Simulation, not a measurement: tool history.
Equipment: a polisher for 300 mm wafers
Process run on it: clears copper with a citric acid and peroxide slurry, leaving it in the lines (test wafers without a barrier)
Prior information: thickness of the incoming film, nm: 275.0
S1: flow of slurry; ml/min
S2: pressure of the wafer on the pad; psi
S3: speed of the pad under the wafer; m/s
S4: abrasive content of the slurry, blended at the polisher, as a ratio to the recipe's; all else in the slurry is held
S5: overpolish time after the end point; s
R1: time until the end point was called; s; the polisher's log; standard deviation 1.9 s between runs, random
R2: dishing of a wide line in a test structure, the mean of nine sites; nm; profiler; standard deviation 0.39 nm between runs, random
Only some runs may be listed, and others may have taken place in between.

Run 1, hour 0: S1 150 ml/min, S2 3.4 psi, S3 1.24 m/s, S4 1, S5 10 s. Result: R1 83.752 s, R2 21.705 nm.
Run 2, hour 1.6: S1 150 ml/min, S2 4 psi, S3 1.24 m/s, S4 1, S5 10 s. Result: R1 70.403 s, R2 25.547 nm.
Run 3, hour 9: S1 150 ml/min, S2 4 psi, S3 1.24 m/s, S4 0.85, S5 10 s. Result: R1 70.791 s, R2 24.587 nm.
Run 4, hour 16.5: S1 150 ml/min, S2 3.7 psi, S3 1.24 m/s, S4 0.9, S5 11 s. Result: R1 74.531 s, R2 25.691 nm.
Run 5, hour 18.3: S1 140 ml/min, S2 3.4 psi, S3 1.22 m/s, S4 0.95, S5 12 s. Result: R1 81.926 s, R2 25.268 nm.
Run 6, hour 20.4: S1 140 ml/min, S2 3.2 psi, S3 1.22 m/s, S4 1, S5 13 s. Result: R1 87.055 s, R2 25.894 nm.
Run 7, hour 24.3: S1 140 ml/min, S2 3.1 psi, S3 1.22 m/s, S4 1, S5 14 s. Result: R1 92.756 s, R2 27.525 nm.
Run 8, hour 29.8: S1 140 ml/min, S2 3 psi, S3 1.22 m/s, S4 1, S5 14 s. Result: R1 95.813 s, R2 26.172 nm.
Run 9, hour 32.6: S1 140 ml/min, S2 3 psi, S3 1.22 m/s, S4 1, S5 15 s. Result: R1 92.037 s, R2 27.295 nm.

For run 10, what comes out?
Run 10, hour 41.5: S1 135 ml/min, S2 2.9 psi, S3 1.22 m/s, S4 1.05, S5 16 s. Result: R1 ?, R2 ?.

R1: 96.453 s
R2: 28.718 nm
